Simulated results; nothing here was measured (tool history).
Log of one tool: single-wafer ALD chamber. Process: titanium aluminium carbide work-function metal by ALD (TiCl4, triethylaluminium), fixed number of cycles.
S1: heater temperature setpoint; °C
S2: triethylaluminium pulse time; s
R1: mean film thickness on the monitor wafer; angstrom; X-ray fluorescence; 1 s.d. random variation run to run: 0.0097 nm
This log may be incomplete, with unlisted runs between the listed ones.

run,hour,S1,S2,R1
1,0,315,15.17,21.467
2,5.9,308,15.17,20.418
3,8.6,308,13.63,20.54
4,10.9,316,13.63,21.006
5,12.8,324,13.63,21.923
6,19,312,11.36,20.263

What does the tool deliver on the next run?
7,25,306,10.45,?

{"run 7": {"R1": 19.491}}

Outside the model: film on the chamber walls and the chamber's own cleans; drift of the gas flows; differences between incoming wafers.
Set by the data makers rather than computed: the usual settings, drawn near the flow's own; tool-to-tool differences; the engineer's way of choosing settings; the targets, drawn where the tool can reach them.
